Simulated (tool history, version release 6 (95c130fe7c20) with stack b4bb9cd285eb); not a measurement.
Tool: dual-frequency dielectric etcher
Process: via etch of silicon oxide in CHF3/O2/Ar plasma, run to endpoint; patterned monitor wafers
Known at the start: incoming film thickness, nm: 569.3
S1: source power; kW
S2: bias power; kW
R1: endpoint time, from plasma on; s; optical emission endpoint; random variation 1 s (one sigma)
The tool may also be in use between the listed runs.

Run 1, hour 0.0: S1 0.620 kW, S2 0.194 kW. Result: R1 257.60 s.
Run 2, hour 6.4: S1 0.710 kW, S2 0.194 kW. Result: R1 244.80 s.
Run 3, hour 7.7: S1 0.710 kW, S2 0.207 kW. Result: R1 238.76 s.
Run 4, hour 14.0: S1 0.710 kW, S2 0.189 kW. Result: R1 246.78 s.
Run 5, hour 20.9: S1 0.610 kW, S2 0.189 kW. Result: R1 262.40 s.
Run 6, hour 28.1: S1 0.690 kW, S2 0.189 kW. Result: R1 248.41 s.
Run 7, hour 33.9: S1 0.590 kW, S2 0.171 kW. Result: R1 273.49 s.
Run 8, hour 35.9: S1 0.520 kW, S2 0.160 kW. Result: R1 294.52 s.

The next listed run, before its measurement:
Run 9, hour 39.1: S1 0.480 kW, S2 0.156 kW. Result: R1 ?.

Run 9 gave R1 308.79 s.
